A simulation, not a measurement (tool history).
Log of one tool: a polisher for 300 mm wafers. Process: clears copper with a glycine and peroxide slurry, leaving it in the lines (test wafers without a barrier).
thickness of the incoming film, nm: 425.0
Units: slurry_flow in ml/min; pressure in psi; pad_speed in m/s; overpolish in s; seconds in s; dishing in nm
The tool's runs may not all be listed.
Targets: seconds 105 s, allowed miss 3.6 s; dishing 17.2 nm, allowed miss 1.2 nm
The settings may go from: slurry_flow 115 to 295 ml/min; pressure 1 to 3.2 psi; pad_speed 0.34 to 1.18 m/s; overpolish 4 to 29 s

run,hour,slurry_flow,pressure,pad_speed,overpolish,seconds,dishing
1,0,190,2.1,0.76,15,136.5,26.832
2,3.2,190,2.3,0.78,11,125.43,22.269
3,5.6,195,2.5,0.78,9,118.17,19.358
4,7.2,200,2.6,0.78,8,115.03,17.936
5,8.7,200,3,0.78,8,102.66,19.716
6,10.1,200,3.2,0.78,8,97.385,21.13
# hour 16.5: worn pad replaced by a new one
7,16.5,200,3.1,0.78,7,92.424,18.512
8,25.3,200,3,0.78,7,94.726,18.617
9,34.2,200,2.9,0.78,7,96.92,18.59
10,42.4,195,2.8,0.78,7,100.49,18.308
11,45.7,200,2.8,0.78,7,100.26,17.901

5 next moves are on the table. One of them brings every result within its allowed miss. Which?
A,49,190,3,0.88,6,?,?
B,49,195,2.8,0.78,8,?,?
C,49,205,3,0.76,7,?,?
D,49,250,2.6,1,7,?,?
E,49,210,2.9,0.66,7,?,?

move,seconds,dishing
A,89.29,17.635
B,100.43,20.498
C,96.397,18.92
D,89.77,20.036
E,106.31,17.401
A: further off than the last run
B: further off than the last run
C: further off than the last run
D: further off than the last run
E: meets every target
Move E is the one to make.

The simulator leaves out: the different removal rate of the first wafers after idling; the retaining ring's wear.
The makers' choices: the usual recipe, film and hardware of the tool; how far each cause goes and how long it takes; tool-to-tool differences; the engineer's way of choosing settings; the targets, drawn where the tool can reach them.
